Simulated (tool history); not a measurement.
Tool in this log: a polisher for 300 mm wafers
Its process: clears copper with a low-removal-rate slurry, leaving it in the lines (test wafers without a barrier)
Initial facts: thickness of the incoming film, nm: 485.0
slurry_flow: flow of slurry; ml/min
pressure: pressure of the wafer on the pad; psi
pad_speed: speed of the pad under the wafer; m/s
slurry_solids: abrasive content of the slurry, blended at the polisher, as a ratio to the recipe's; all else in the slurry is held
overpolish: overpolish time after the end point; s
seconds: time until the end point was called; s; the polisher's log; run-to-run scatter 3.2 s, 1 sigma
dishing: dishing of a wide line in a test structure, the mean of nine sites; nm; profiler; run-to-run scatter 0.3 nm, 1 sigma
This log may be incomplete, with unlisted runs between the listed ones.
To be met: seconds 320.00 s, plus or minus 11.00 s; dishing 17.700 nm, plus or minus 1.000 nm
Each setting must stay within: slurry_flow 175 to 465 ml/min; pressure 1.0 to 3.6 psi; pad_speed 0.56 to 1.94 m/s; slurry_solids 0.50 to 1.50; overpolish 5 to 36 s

| run | hour | slurry_flow | pressure | pad_speed | slurry_solids | overpolish | seconds | dishing |
|---|---|---|---|---|---|---|---|---|
| 1 | 0.0 | 295 | 2.3 | 1.24 | 1.00 | 18 | 190.01 | 34.616 |
| 2 | 6.8 | 250 | 2.3 | 1.24 | 1.00 | 18 | 193.29 | 34.438 |
| 3 | 13.1 | 250 | 2.3 | 1.24 | 1.00 | 15 | 193.95 | 29.623 |
| 4 | 18.6 | 190 | 2.3 | 1.24 | 1.00 | 15 | 203.73 | 29.476 |
| 5 | 24.6 | 195 | 2.0 | 1.24 | 1.00 | 14 | 224.52 | 24.802 |
| 6 | 29.0 | 190 | 1.7 | 1.24 | 1.00 | 14 | 245.52 | 22.470 |
| 7 | 35.6 | 190 | 1.5 | 1.22 | 1.00 | 14 | 270.98 | 20.569 |
| 8 | 38.2 | 190 | 1.4 | 1.22 | 1.00 | 14 | 282.30 | 20.290 |
| 9 | 44.4 | 190 | 1.4 | 1.22 | 1.00 | 14 | 283.35 | 19.898 |
| 10 | 47.3 | 190 | 1.3 | 1.22 | 1.00 | 14 | 293.78 | 19.263 |
| 11 | 56.3 | 190 | 1.2 | 1.22 | 1.00 | 14 | 303.47 | 18.296 |

Below are 5 possible settings for the next run. Only one of them brings all results inside the allowed miss of their targets. Which is it?
| A | 65.3 | 255 | 1.1 | 1.36 | 0.85 | 11 | ? | ? |
| B | 65.3 | 330 | 1.3 | 1.12 | 1.15 | 13 | ? | ? |
| C | 65.3 | 190 | 1.2 | 1.22 | 1.15 | 13 | ? | ? |
| D | 65.3 | 175 | 1.4 | 1.22 | 0.65 | 14 | ? | ? |
| E | 65.3 | 180 | 1.0 | 1.36 | 1.25 | 14 | ? | ? |

| move | seconds | dishing |
|---|---|---|
| A | 287.22 | 15.818 |
| B | 287.68 | 18.521 |
| C | 295.91 | 18.014 |
| D | 315.84 | 18.216 |
| E | 289.07 | 19.652 |
A: lands further from the targets than the last run did
B: lands further from the targets than the last run did
C: lands further from the targets than the last run did
D: all results in spec
E: lands further from the targets than the last run did
Move D is the one to make.
